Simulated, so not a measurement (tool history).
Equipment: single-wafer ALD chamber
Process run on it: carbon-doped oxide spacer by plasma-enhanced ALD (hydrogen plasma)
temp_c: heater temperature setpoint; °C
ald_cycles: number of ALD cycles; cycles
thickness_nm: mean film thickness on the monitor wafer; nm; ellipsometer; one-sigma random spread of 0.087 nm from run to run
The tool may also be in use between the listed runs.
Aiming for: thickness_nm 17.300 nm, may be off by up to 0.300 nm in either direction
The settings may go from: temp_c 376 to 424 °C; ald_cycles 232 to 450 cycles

run  hour  temp_c  ald_cycles  thickness_nm
  1   0.0     400         341        14.999
  2   1.6     399         351        15.361
  3   6.6     399         360        15.800
  4   8.5     399         366        16.089
  5   9.1     399         371        16.295
  6  11.3     399         375        16.621
  7  17.4     399         378        16.565
  8  21.3     399         381        16.857

5 candidate next runs follow, results not yet known. Just one meets every target within its allowed miss. Identify it.
  A  25.2     398         394             ?
  B  25.2     400         367             ?
  C  25.2     401         370             ?
  D  25.2     404         377             ?
  E  25.2     384         370             ?

move  thickness_nm
   A        17.218
   B        16.038
   C        16.119
   D        16.272
   E        16.169
A: every result lands within tolerance
B: moves away from the targets compared with the last run
C: moves away from the targets compared with the last run
D: moves away from the targets compared with the last run
E: moves away from the targets compared with the last run
The move that meets every target is A.
